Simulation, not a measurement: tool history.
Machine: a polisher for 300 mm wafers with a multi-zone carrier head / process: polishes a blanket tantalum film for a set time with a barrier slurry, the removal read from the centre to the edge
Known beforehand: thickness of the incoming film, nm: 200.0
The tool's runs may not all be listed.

| run | hour | flow of slurry (ml/min) | pressure of the head's centre zone | pressure of the head's middle zone | pressure of the head's edge zone | abrasive content of the slurry | polishing time (s) | film removed at the wafer's centre (nm) | film removed at mid-radius (nm) | film removed at the wafer's edge (nm) |
|---|---|---|---|---|---|---|---|---|---|---|
| 1 | 0.0 | 225 | 1.00 | 1.00 | 1.00 | 1.00 | 27 | 63.006 | 62.535 | 63.922 |
| 2 | 1.0 | 225 | 1.00 | 1.00 | 1.00 | 0.85 | 27 | 58.889 | 57.892 | 59.009 |
| 3 | 3.4 | 235 | 0.99 | 1.04 | 1.03 | 0.95 | 27 | 61.468 | 63.827 | 62.823 |
| 4 | 4.0 | 270 | 0.99 | 1.04 | 1.03 | 0.95 | 27 | 62.656 | 65.425 | 64.094 |
| 5 | 5.0 | 275 | 0.98 | 1.06 | 1.06 | 1.05 | 27 | 64.298 | 68.170 | 67.655 |
| 6 | 10.3 | 275 | 0.98 | 1.06 | 1.06 | 1.15 | 27 | 66.923 | 69.448 | 67.852 |
| 7 | 16.6 | 275 | 0.98 | 1.06 | 1.06 | 1.15 | 27 | 66.892 | 69.743 | 68.887 |
| 8 | 18.3 | 285 | 0.96 | 1.09 | 1.08 | 1.20 | 27 | 66.275 | 72.823 | 72.113 |
| 9 | 20.0 | 290 | 0.95 | 1.11 | 1.07 | 1.25 | 27 | 66.121 | 74.111 | 72.931 |
| 10 | 21.7 | 300 | 0.94 | 1.13 | 1.05 | 1.30 | 28 | 69.200 | 79.286 | 73.273 |
| 11 | 26.9 | 305 | 0.93 | 1.14 | 1.06 | 1.35 | 28 | 70.212 | 81.541 | 76.672 |

The next listed run, before its measurement:
| 12 | 29.0 | 310 | 0.92 | 1.15 | 1.06 | 1.40 | 28 | ? | ? | ? |

film removed at the wafer's centre (nm): 68.809
film removed at mid-radius (nm): 82.719
film removed at the wafer's edge (nm): 78.207

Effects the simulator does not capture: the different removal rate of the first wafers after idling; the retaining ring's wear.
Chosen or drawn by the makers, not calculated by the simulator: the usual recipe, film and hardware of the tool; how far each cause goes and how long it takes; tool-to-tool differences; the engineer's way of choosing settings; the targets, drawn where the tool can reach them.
